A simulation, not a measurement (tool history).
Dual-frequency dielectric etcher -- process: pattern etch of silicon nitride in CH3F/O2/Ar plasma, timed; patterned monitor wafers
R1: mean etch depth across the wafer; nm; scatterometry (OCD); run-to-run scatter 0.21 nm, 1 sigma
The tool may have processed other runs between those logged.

Run 1, hour 0.0: source power (W) 440, bias power (W) 93, etch time (s) 44.5. Result: R1 37.873 nm.
Run 2, hour 3.7: source power (W) 440, bias power (W) 93, etch time (s) 44.5. Result: R1 37.933 nm.
Run 3, hour 12.0: source power (W) 470, bias power (W) 94, etch time (s) 44.5. Result: R1 38.877 nm.
Run 4, hour 20.1: source power (W) 470, bias power (W) 94, etch time (s) 44.5. Result: R1 39.037 nm.
Run 5, hour 21.1: source power (W) 470, bias power (W) 94, etch time (s) 40.5. Result: R1 35.393 nm.
Run 6, hour 25.6: source power (W) 420, bias power (W) 94, etch time (s) 40.5. Result: R1 33.734 nm.

What will run 7 give?
Run 7, hour 27.9: source power (W) 470, bias power (W) 95, etch time (s) 40.5. Result: R1 ?.

R1: 35.630 nm

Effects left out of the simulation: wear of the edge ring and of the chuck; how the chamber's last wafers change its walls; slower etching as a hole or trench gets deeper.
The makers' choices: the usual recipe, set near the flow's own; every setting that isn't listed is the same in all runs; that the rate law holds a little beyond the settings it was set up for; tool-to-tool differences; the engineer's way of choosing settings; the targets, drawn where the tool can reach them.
